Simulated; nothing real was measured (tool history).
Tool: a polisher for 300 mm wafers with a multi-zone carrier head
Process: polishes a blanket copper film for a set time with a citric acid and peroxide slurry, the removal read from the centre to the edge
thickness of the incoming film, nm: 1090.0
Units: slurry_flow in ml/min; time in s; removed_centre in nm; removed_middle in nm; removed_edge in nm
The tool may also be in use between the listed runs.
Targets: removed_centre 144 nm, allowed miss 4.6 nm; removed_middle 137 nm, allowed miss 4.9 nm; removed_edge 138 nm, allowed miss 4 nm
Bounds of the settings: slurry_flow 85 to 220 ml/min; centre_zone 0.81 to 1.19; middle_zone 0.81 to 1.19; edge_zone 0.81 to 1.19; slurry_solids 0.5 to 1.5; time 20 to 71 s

Run 1, hour 0: slurry_flow 140 ml/min, centre_zone 1, middle_zone 1, edge_zone 1, slurry_solids 1, time 45 s. Result: removed_centre 109.34 nm, removed_middle 105.49 nm, removed_edge 104.52 nm.
Run 2, hour 1.1: slurry_flow 160 ml/min, centre_zone 1, middle_zone 1, edge_zone 1, slurry_solids 1, time 45 s. Result: removed_centre 112.98 nm, removed_middle 106.21 nm, removed_edge 104.55 nm.
Run 3, hour 5.9: slurry_flow 160 ml/min, centre_zone 1, middle_zone 1, edge_zone 0.96, slurry_solids 1, time 45 s. Result: removed_centre 111.75 nm, removed_middle 106.74 nm, removed_edge 103.88 nm.
Run 4, hour 13.7: slurry_flow 160 ml/min, centre_zone 1, middle_zone 0.94, edge_zone 0.96, slurry_solids 1, time 45 s. Result: removed_centre 111.95 nm, removed_middle 102.08 nm, removed_edge 104.85 nm.
Run 5, hour 20.9: slurry_flow 140 ml/min, centre_zone 1, middle_zone 0.94, edge_zone 0.96, slurry_solids 1, time 45 s. Result: removed_centre 107.04 nm, removed_middle 100.05 nm, removed_edge 100.98 nm.
Run 6, hour 25: slurry_flow 140 ml/min, centre_zone 1, middle_zone 0.94, edge_zone 0.96, slurry_solids 1, time 41 s. Result: removed_centre 97.347 nm, removed_middle 90.548 nm, removed_edge 93.528 nm.
Run 7, hour 29.9: slurry_flow 145 ml/min, centre_zone 1, middle_zone 0.95, edge_zone 0.98, slurry_solids 1.05, time 42 s. Result: removed_centre 103.97 nm, removed_middle 96.596 nm, removed_edge 98.584 nm.
Run 8, hour 36.1: slurry_flow 150 ml/min, centre_zone 1, middle_zone 0.96, edge_zone 1, slurry_solids 1.1, time 43 s. Result: removed_centre 106.09 nm, removed_middle 99.524 nm, removed_edge 102.04 nm.
Run 9, hour 42.8: slurry_flow 155 ml/min, centre_zone 1.01, middle_zone 0.97, edge_zone 1.02, slurry_solids 1.15, time 44 s. Result: removed_centre 113.4 nm, removed_middle 106.28 nm, removed_edge 106.56 nm.
Run 10, hour 49.2: slurry_flow 160 ml/min, centre_zone 1.01, middle_zone 0.97, edge_zone 1.04, slurry_solids 1.2, time 45 s. Result: removed_centre 118.05 nm, removed_middle 109.59 nm, removed_edge 112.52 nm.
Run 11, hour 49.8: slurry_flow 165 ml/min, centre_zone 1.01, middle_zone 0.98, edge_zone 1.05, slurry_solids 1.25, time 45 s. Result: removed_centre 118.53 nm, removed_middle 110.13 nm, removed_edge 113.61 nm.
Run 12, hour 50.5: slurry_flow 165 ml/min, centre_zone 1.01, middle_zone 0.99, edge_zone 1.06, slurry_solids 1.3, time 46 s. Result: removed_centre 124.04 nm, removed_middle 116.65 nm, removed_edge 119.52 nm.
Run 13, hour 53.3: slurry_flow 170 ml/min, centre_zone 1.01, middle_zone 1, edge_zone 1.07, slurry_solids 1.35, time 46 s. Result: removed_centre 126.36 nm, removed_middle 121.29 nm, removed_edge 120.22 nm.
At hour 60.2: worn pad replaced by a new one.
Run 14, hour 60.2: slurry_flow 175 ml/min, centre_zone 1.01, middle_zone 1, edge_zone 1.08, slurry_solids 1.35, time 46 s. Result: removed_centre 139.38 nm, removed_middle 132.21 nm, removed_edge 133.34 nm.

Which of these 5 next moves meets every target?
Run A, hour 67.1: slurry_flow 145 ml/min, centre_zone 1, middle_zone 1.07, edge_zone 1.02, slurry_solids 1.35, time 46 s. Result: removed_centre ?, removed_middle ?, removed_edge ?.
Run B, hour 67.1: slurry_flow 175 ml/min, centre_zone 1.07, middle_zone 0.93, edge_zone 1.06, slurry_solids 1.45, time 46 s. Result: removed_centre ?, removed_middle ?, removed_edge ?.
Run C, hour 67.1: slurry_flow 165 ml/min, centre_zone 0.95, middle_zone 0.9, edge_zone 1.11, slurry_solids 1.4, time 48 s. Result: removed_centre ?, removed_middle ?, removed_edge ?.
Run D, hour 67.1: slurry_flow 145 ml/min, centre_zone 1.08, middle_zone 1.06, edge_zone 1.17, slurry_solids 1.3, time 48 s. Result: removed_centre ?, removed_middle ?, removed_edge ?.
Run E, hour 67.1: slurry_flow 220 ml/min, centre_zone 1.19, middle_zone 1, edge_zone 1.08, slurry_solids 1.35, time 42 s. Result: removed_centre ?, removed_middle ?, removed_edge ?.

move  removed_centre  removed_middle  removed_edge
   A          134.18          133.21        127.07
   B          149.41          124.74        135.05
   C          139.75          124.33        141.47
   D          146.98          136.54         139.3
   E          151.23          123.03        125.13
A: further off than the last run
B: brings the result that was furthest off to its target, and leaves another outside
C: brings the result that was furthest off to its target, and leaves another outside
D: meets every target
E: further off than the last run
Move D is the one to make.
